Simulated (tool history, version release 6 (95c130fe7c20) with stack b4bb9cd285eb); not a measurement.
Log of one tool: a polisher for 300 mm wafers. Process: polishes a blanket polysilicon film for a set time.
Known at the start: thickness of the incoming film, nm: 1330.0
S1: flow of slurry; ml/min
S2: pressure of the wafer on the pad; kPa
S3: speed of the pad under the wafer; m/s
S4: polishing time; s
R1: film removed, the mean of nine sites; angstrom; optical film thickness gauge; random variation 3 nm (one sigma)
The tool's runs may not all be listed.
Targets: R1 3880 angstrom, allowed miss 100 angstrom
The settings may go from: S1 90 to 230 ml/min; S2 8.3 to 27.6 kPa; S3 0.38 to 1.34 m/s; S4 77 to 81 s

{"run": 1, "day": 0.0, "S1": 150, "S2": 17.9, "S3": 0.86, "S4": 77, "R1": 4609}
{"run": 2, "day": 0.325, "S1": 140, "S2": 17.2, "S3": 0.86, "S4": 77, "R1": 4343}
{"run": 3, "day": 0.392, "S1": 140, "S2": 17.2, "S3": 0.66, "S4": 77, "R1": 3352.6}
{"run": 4, "day": 0.442, "S1": 160, "S2": 17.2, "S3": 0.66, "S4": 77, "R1": 3412.7}
{"run": 5, "day": 0.792, "S1": 160, "S2": 15.2, "S3": 0.66, "S4": 77, "R1": 3079.5}
{"run": 6, "day": 0.879, "S1": 190, "S2": 15.2, "S3": 0.66, "S4": 77, "R1": 3074.3}
{"run": 7, "day": 0.967, "S1": 190, "S2": 20, "S3": 0.66, "S4": 77, "R1": 4073.2}
{"day": 1.3, "done": "head pressure recalibrated"}
{"run": 8, "day": 1.3, "S1": 170, "S2": 19.3, "S3": 0.66, "S4": 77, "R1": 3723.3}

Which of these 5 next moves meets every target?
{"run": "A", "day": 1.633, "S1": 175, "S2": 19.3, "S3": 0.62, "S4": 78, "R1": "?"}
{"run": "B", "day": 1.633, "S1": 155, "S2": 17.2, "S3": 0.72, "S4": 79, "R1": "?"}
{"run": "C", "day": 1.633, "S1": 200, "S2": 17.9, "S3": 0.66, "S4": 81, "R1": "?"}
{"run": "D", "day": 1.633, "S1": 175, "S2": 17.2, "S3": 0.7, "S4": 81, "R1": "?"}
{"run": "E", "day": 1.633, "S1": 155, "S2": 20.7, "S3": 0.64, "S4": 79, "R1": "?"}

move=A R1=3545.3
move=B R1=3651.3
move=C R1=3700.8
move=D R1=3706.2
move=E R1=3891.8
A: further off than the last run
B: further off than the last run
C: further off than the last run
D: further off than the last run
E: meets every target
Move E is the one to make.

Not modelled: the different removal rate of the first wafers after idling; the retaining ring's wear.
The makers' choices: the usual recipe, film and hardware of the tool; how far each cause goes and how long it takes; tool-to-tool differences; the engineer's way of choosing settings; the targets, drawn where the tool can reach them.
